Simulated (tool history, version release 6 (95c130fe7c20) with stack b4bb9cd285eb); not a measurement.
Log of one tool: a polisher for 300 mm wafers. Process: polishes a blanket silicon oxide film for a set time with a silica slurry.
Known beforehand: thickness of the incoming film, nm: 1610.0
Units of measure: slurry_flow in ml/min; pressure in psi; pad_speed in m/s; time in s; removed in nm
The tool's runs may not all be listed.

run	hour	slurry_flow	pressure	pad_speed	slurry_solids	time	removed
1	0.0	245	4.2	1.54	1.0	31	120.12
2	2.1	285	4.2	1.54	1.0	31	119.12
3	6.3	285	4.2	1.86	1.0	31	138.52
4	9.9	285	4.4	1.86	1.0	31	145.72
5	16.4	245	4.4	1.86	1.0	31	145.29
6	21.6	245	4.5	1.86	1.0	31	144.91
7	23.6	245	4.7	1.86	1.0	31	153.02

For run 8, what comes out?
8	24.3	245	4.8	1.86	1.0	31	?

For run 8 the tool returned removed 152.76 nm.
